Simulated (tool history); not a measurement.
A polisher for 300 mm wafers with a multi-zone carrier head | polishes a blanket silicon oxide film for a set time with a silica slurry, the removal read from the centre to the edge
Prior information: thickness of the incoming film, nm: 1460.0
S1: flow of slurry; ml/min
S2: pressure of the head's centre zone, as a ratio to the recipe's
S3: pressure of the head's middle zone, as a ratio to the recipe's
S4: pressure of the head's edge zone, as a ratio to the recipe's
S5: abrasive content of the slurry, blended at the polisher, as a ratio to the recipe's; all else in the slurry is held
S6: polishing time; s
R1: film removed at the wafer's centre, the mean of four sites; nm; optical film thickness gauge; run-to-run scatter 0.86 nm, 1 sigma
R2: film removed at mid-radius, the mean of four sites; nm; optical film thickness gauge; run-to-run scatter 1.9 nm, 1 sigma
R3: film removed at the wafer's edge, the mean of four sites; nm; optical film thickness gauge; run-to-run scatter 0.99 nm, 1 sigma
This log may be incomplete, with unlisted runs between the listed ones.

run  hour   S1    S2    S3    S4    S5  S6      R1      R2      R3
  1   0.0  280  1.00  1.00  1.00  1.00  37  187.04  177.06  174.85
  2   2.0  270  0.97  1.01  1.00  0.95  37  181.66  173.88  171.97
  3   8.8  270  0.97  1.07  1.00  0.95  37  179.23  177.63  171.88
  4  10.5  270  0.97  1.07  0.96  0.95  37  179.99  184.18  167.02
  5  19.3  270  0.94  1.09  0.98  0.90  37  167.02  176.83  164.43
  6  24.8  210  0.94  1.09  0.98  0.90  37  162.02  173.69  160.59
  7  28.4  180  0.84  1.05  0.99  0.65  37  119.10  138.52  132.37
  8  29.7  195  0.84  1.06  1.00  0.65  37  119.88  143.23  133.40
  9  34.2  205  0.84  1.06  1.02  0.65  37  119.72  141.06  135.04
 10  37.2  265  0.86  1.14  1.10  0.70  37  133.36  159.15  149.77
 11  41.9  265  0.86  1.14  1.10  0.70  37  132.86  159.07  148.67

Run 12, settings as shown, results not yet in. Your forecast:
 12  43.8  255  0.86  1.14  1.10  0.70  37   ?   ?   ?

R1: 132.81 nm
R2: 164.19 nm
R3: 151.21 nm
